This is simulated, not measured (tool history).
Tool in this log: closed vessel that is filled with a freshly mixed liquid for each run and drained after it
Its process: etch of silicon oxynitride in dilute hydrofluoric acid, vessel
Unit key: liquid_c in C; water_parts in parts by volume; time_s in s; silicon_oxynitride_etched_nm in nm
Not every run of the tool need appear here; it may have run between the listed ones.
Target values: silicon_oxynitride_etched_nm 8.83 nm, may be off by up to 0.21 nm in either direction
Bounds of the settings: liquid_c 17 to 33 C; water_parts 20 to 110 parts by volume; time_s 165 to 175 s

run 1 hour=0 | liquid_c=25 water_parts=60 time_s=165 | silicon_oxynitride_etched_nm=12
run 2 hour=7.5 | liquid_c=25 water_parts=40 time_s=165 | silicon_oxynitride_etched_nm=18.521
run 3 hour=8.6 | liquid_c=21.5 water_parts=40 time_s=165 | silicon_oxynitride_etched_nm=15.481
run 4 hour=10.3 | liquid_c=21.5 water_parts=40 time_s=175 | silicon_oxynitride_etched_nm=16.438
run 5 hour=17.3 | liquid_c=21 water_parts=40 time_s=175 | silicon_oxynitride_etched_nm=16.108
run 6 hour=23.8 | liquid_c=17.5 water_parts=40 time_s=175 | silicon_oxynitride_etched_nm=13.417
run 7 hour=30.4 | liquid_c=17 water_parts=50 time_s=175 | silicon_oxynitride_etched_nm=10.415
run 8 hour=34.6 | liquid_c=17 water_parts=55 time_s=175 | silicon_oxynitride_etched_nm=9.3908

Which single option among these 5 for the next run brings every result within its allowed miss of target? Just one does.
run A hour=38.8 | liquid_c=18 water_parts=55 time_s=165 | silicon_oxynitride_etched_nm=?
run B hour=38.8 | liquid_c=17 water_parts=55 time_s=170 | silicon_oxynitride_etched_nm=?
run C hour=38.8 | liquid_c=17.5 water_parts=50 time_s=165 | silicon_oxynitride_etched_nm=?
run D hour=38.8 | liquid_c=17 water_parts=50 time_s=165 | silicon_oxynitride_etched_nm=?
run E hour=38.8 | liquid_c=17 water_parts=55 time_s=165 | silicon_oxynitride_etched_nm=?

move=A silicon_oxynitride_etched_nm=9.3491
move=B silicon_oxynitride_etched_nm=9.152
move=C silicon_oxynitride_etched_nm=10.056
move=D silicon_oxynitride_etched_nm=9.8012
move=E silicon_oxynitride_etched_nm=8.8829
A: nearer the targets than the last run, but a result is still out of spec
B: nearer the targets than the last run, but a result is still out of spec
C: lands further from the targets than the last run did
D: lands further from the targets than the last run did
E: all results in spec
Answer: E

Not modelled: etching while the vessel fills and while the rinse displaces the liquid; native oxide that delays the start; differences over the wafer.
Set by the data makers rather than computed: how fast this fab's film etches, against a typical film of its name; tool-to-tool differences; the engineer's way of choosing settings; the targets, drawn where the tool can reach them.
